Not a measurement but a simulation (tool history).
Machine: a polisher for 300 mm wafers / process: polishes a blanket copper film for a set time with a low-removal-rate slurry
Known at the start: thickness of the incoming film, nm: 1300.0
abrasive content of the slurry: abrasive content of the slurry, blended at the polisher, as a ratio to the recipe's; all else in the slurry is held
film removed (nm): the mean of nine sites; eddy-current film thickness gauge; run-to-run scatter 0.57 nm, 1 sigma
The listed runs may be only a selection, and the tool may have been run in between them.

run	hour	flow of slurry (ml/min)	pressure of the wafer on the pad (kPa)	speed of the pad under the wafer (m/s)	abrasive content of the slurry	polishing time (s)	film removed (nm)
1	0	280	11.7	0.98	1	51	80.581
2	1.3	280	11	0.98	1	51	76.067
3	5.8	280	11	0.76	1	51	59.294
4	11.1	280	11	0.56	1	51	45.097
5	15.2	285	12.4	0.56	1	51	49.616
6	21.4	285	12.4	0.56	1	54	53.388
7	22.9	285	13.8	0.56	1	54	58.673

Run 8 comes next. What will it give?
8	30	285	14.5	0.56	1	54	?

{"run 8": {"film removed (nm)": 61.9}}
